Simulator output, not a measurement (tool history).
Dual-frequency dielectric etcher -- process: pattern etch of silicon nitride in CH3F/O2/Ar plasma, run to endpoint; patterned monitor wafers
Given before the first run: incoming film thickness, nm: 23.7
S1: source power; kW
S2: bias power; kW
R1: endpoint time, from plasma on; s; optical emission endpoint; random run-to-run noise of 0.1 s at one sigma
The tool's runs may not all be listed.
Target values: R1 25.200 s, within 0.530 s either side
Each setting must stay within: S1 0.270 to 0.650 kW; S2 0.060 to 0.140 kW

run    day     S1     S2      R1
  1  0.000  0.460  0.100  29.707
  2  0.242  0.460  0.110  28.468
  3  0.475  0.490  0.111  28.021
  4  0.604  0.520  0.113  27.378
  5  0.858  0.600  0.113  26.050
  6  1.146  0.600  0.102  27.103
  7  1.288  0.610  0.105  26.462
  8  1.650  0.620  0.107  26.347

Pick the move, out of 5, that brings all results within their allowed miss; only one does.
  A  2.012  0.650  0.115   ?
  B  2.012  0.600  0.107   ?
  C  2.012  0.650  0.099   ?
  D  2.012  0.570  0.116   ?
  E  2.012  0.610  0.111   ?

move      R1
   A  25.268
   B  26.688
   C  26.791
   D  26.286
   E  26.164
A: in spec on every target
B: its largest miss is bigger than the last run's
C: its largest miss is bigger than the last run's
D: nearer than the last run, and not there yet
E: nearer than the last run, and not there yet
So the answer is move A, the one that meets all the targets.
